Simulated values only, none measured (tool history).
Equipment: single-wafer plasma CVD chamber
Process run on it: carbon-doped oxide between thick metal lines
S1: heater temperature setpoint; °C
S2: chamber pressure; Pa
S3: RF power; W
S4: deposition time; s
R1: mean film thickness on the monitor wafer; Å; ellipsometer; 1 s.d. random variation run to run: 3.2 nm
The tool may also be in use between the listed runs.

run  hour   S1   S2   S3   S4      R1
  1     0  360  671  385  163    7060
  2   7.8  360  671  405  163  7234.2
  3  16.3  361  645  395  163  7059.3
  4  19.3  361  645  395  163  7055.1
  5  23.3  362  616  390  163  6860.5
  6  28.6  362  616  390  155  6578.9

What will run 7 give?
  7  33.3  363  603  390  155   ?

{"run 7": {"R1": 6511.4}}
